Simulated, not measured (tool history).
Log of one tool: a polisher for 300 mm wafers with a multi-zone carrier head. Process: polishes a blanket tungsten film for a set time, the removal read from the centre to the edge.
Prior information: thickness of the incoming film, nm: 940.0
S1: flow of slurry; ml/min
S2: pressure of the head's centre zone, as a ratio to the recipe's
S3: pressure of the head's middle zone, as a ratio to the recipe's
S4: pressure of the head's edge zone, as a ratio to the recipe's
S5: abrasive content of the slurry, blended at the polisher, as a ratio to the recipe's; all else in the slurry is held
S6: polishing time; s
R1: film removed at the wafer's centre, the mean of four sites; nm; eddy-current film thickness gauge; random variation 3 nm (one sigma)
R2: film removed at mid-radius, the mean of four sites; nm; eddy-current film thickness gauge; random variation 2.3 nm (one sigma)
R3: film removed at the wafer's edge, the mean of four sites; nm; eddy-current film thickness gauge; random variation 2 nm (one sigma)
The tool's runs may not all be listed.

run,hour,S1,S2,S3,S4,S5,S6,R1,R2,R3
1,0.0,150,1.00,1.00,1.00,1.00,71,349.56,355.76,345.31
2,1.1,145,1.00,0.98,0.99,0.95,71,344.79,339.83,338.35
3,3.7,140,0.99,0.96,0.98,0.95,71,334.17,331.25,332.15
4,6.3,120,0.99,0.96,0.98,0.95,71,326.52,315.38,326.97
5,10.9,120,0.99,0.95,0.97,0.95,71,321.18,318.36,327.20
6,18.6,120,1.04,0.95,0.97,0.95,71,344.12,313.93,322.54
7,24.0,115,1.03,0.94,0.96,0.95,71,326.51,308.11,321.78
8,32.1,115,1.03,0.93,0.95,0.95,71,332.41,304.89,324.45

What will run 9 give?
9,34.3,115,1.03,0.92,0.95,0.95,71,?,?,?

Run 9 measured R1 331.04 nm, R2 302.53 nm, R3 320.65 nm.
